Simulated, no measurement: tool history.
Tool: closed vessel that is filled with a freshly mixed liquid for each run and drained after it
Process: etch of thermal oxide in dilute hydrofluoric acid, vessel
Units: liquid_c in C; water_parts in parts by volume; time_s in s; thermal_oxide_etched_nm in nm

run	hour	liquid_c	water_parts	time_s	thermal_oxide_etched_nm
1	0.0	21.0	150	940	25.353
2	1.4	20.5	150	940	24.666
3	6.4	20.5	150	730	19.459
4	9.5	20.5	100	730	30.714
5	17.6	24.0	100	730	35.121
6	26.2	21.0	100	730	30.756

Run 7 comes next. What will it give?
7	27.8	20.5	105	730	?

thermal_oxide_etched_nm: 29.172 nm
